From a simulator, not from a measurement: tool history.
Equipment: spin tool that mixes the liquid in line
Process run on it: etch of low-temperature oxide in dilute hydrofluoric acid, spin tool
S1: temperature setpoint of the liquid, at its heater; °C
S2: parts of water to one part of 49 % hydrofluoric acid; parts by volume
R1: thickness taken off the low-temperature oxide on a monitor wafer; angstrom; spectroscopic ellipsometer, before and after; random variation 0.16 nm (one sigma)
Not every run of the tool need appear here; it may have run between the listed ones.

{"run": 1, "hour": 0.0, "S1": 25, "S2": 100, "time under the liquid (s)": 285, "R1": 582.16}
{"run": 2, "hour": 1.0, "S1": 23, "S2": 105, "time under the liquid (s)": 285, "R1": 509.04}
{"run": 3, "hour": 8.8, "S1": 23, "S2": 135, "time under the liquid (s)": 285, "R1": 380.35}
{"run": 4, "hour": 13.9, "S1": 23, "S2": 155, "time under the liquid (s)": 285, "R1": 326.52}
{"run": 5, "hour": 22.8, "S1": 23, "S2": 155, "time under the liquid (s)": 285, "R1": 326.35}
{"run": 6, "hour": 31.1, "S1": 25.5, "S2": 155, "time under the liquid (s)": 285, "R1": 357.29}

Run 7 is up next; what results do you expect?
{"run": 7, "hour": 39.4, "S1": 25, "S2": 155, "time under the liquid (s)": 285, "R1": "?"}

{"run 7": {"R1": 351.13}}

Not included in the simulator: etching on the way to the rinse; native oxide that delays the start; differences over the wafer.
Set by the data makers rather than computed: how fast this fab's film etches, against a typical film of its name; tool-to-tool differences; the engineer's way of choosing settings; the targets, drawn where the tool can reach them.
